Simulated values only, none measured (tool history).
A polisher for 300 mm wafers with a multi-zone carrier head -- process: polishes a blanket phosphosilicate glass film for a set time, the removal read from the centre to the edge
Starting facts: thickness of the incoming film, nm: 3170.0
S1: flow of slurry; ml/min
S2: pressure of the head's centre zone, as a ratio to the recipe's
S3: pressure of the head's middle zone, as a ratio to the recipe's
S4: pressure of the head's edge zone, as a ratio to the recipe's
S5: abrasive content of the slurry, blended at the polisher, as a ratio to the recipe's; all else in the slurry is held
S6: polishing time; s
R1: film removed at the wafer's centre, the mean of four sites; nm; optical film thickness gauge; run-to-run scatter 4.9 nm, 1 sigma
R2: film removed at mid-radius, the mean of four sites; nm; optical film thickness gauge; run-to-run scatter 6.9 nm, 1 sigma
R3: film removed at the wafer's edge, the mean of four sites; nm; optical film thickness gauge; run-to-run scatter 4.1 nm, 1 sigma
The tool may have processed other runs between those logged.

Run 1, hour 0.0: S1 200 ml/min, S2 1.00, S3 1.00, S4 1.00, S5 1.0, S6 40 s. Result: R1 326.90 nm, R2 328.82 nm, R3 327.94 nm.
Run 2, hour 9.0: S1 200 ml/min, S2 1.00, S3 1.00, S4 1.00, S5 1.1, S6 40 s. Result: R1 340.09 nm, R2 357.39 nm, R3 343.70 nm.
Run 3, hour 11.3: S1 200 ml/min, S2 1.08, S3 1.00, S4 1.00, S5 1.1, S6 40 s. Result: R1 361.15 nm, R2 348.88 nm, R3 343.96 nm.
Run 4, hour 17.7: S1 240 ml/min, S2 1.08, S3 1.00, S4 1.00, S5 1.1, S6 40 s. Result: R1 378.69 nm, R2 364.82 nm, R3 350.45 nm.
At hour 20.7: centre zone pressure recalibrated.
Run 5, hour 20.7: S1 240 ml/min, S2 1.08, S3 0.97, S4 1.00, S5 1.1, S6 40 s. Result: R1 405.88 nm, R2 358.75 nm, R3 351.83 nm.
Run 6, hour 23.0: S1 240 ml/min, S2 1.05, S3 0.97, S4 1.00, S5 1.1, S6 40 s. Result: R1 395.41 nm, R2 355.33 nm, R3 351.58 nm.

The next listed run, before its measurement:
Run 7, hour 30.1: S1 255 ml/min, S2 1.06, S3 0.99, S4 1.01, S5 1.2, S6 40 s. Result: R1 ?, R2 ?, R3 ?.

R1: 411.56 nm
R2: 378.11 nm
R3: 366.49 nm

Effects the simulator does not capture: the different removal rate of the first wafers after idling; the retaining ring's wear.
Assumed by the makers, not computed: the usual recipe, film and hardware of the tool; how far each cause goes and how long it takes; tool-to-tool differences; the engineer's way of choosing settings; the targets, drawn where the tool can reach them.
